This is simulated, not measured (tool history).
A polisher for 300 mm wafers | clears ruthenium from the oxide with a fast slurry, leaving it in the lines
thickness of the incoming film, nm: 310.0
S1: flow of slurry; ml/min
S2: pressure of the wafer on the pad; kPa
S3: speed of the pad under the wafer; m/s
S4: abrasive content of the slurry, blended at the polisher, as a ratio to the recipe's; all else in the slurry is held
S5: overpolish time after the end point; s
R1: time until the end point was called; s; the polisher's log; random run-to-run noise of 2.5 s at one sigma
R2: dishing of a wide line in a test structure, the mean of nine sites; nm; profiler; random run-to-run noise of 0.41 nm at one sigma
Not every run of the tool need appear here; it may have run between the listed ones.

{"run": 1, "hour": 0.0, "S1": 210, "S2": 15.9, "S3": 1.24, "S4": 1, "S5": 28, "R1": 66.233, "R2": 72.727}
{"run": 2, "hour": 7.6, "S1": 210, "S2": 15.9, "S3": 1.24, "S4": 1, "S5": 38, "R1": 69.27, "R2": 89.711}
{"run": 3, "hour": 11.6, "S1": 210, "S2": 13.1, "S3": 1.02, "S4": 1, "S5": 28, "R1": 92.732, "R2": 57.113}
{"run": 4, "hour": 18.3, "S1": 210, "S2": 13.1, "S3": 1.02, "S4": 1, "S5": 32, "R1": 89.84, "R2": 65.751}
{"run": 5, "hour": 24.8, "S1": 200, "S2": 11.7, "S3": 0.88, "S4": 0.85, "S5": 24, "R1": 114.45, "R2": 44.027}
{"run": 6, "hour": 29.1, "S1": 200, "S2": 11.7, "S3": 1.02, "S4": 0.85, "S5": 24, "R1": 98.905, "R2": 49.306}
{"run": 7, "hour": 30.3, "S1": 175, "S2": 11, "S3": 0.86, "S4": 0.75, "S5": 19, "R1": 129.58, "R2": 32.838}
{"run": 8, "hour": 34.1, "S1": 125, "S2": 10.3, "S3": 0.78, "S4": 0.6, "S5": 8, "R1": 160.48, "R2": 11.687}

The next listed run, before its measurement:
{"run": 9, "hour": 35.7, "S1": 185, "S2": 9, "S3": 0.78, "S4": 0.7, "S5": 11, "R1": "?", "R2": "?"}

Run 9 yielded R1 152.53 s, R2 16.01 nm.
